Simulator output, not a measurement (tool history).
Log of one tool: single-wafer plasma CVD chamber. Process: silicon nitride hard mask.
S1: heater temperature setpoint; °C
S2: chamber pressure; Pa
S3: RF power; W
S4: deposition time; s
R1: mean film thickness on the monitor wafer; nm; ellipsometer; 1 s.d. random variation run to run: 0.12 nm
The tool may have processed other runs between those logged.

| run | day | S1 | S2 | S3 | S4 | R1 |
|---|---|---|---|---|---|---|
| 1 | 0.000 | 385 | 248 | 345 | 24.9 | 31.743 |
| 2 | 0.258 | 379 | 248 | 345 | 24.9 | 32.097 |
| 3 | 0.496 | 379 | 248 | 375 | 24.9 | 33.832 |
| 4 | 0.575 | 379 | 248 | 410 | 24.9 | 35.643 |
| 5 | 0.729 | 380 | 231 | 390 | 24.9 | 33.714 |
| 6 | 1.088 | 384 | 231 | 390 | 24.9 | 33.443 |
| 7 | 1.338 | 385 | 215 | 380 | 24.9 | 31.985 |
| 8 | 1.667 | 386 | 201 | 370 | 24.9 | 30.851 |
| 9 | 2.021 | 386 | 191 | 365 | 24.9 | 30.182 |
| 10 | 2.067 | 387 | 149 | 315 | 24.9 | 24.404 |

Run 11 has not been measured yet. What should we expect?
| 11 | 2.254 | 387 | 159 | 315 | 24.9 | ? |

R1: 24.842 nm

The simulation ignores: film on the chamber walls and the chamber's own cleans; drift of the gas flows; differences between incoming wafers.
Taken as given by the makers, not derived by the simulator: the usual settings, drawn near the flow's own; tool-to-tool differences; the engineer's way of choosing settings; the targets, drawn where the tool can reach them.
